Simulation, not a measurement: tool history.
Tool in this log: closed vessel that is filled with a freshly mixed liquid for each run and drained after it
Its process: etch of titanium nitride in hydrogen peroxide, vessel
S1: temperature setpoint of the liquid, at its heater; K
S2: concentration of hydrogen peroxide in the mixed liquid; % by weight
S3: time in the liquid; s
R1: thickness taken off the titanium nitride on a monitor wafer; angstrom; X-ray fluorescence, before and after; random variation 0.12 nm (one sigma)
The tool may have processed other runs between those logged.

run  hour      S1    S2   S3      R1
  1     0  316.15  22.5  705  230.04
  2   5.8  314.65  22.5  705  206.63
  3  11.6  314.65  22.5  760  221.63
  4    16  313.15  22.5  760  195.15
  5  21.7  313.15  19.5  760  193.15
  6  24.4  313.15  19.5  760  194.28
  7  28.3  312.15  19.5  760  177.59
  8  35.7  311.15  19.5  760  163.79
  9    40  310.65  19.5  760  156.26
 10  47.9  310.15  19.5  760  153.23

Predict the results of run 11:
 11  57.1  309.65  19.5  760   ?

Run 11 produced R1 146.15 angstrom.

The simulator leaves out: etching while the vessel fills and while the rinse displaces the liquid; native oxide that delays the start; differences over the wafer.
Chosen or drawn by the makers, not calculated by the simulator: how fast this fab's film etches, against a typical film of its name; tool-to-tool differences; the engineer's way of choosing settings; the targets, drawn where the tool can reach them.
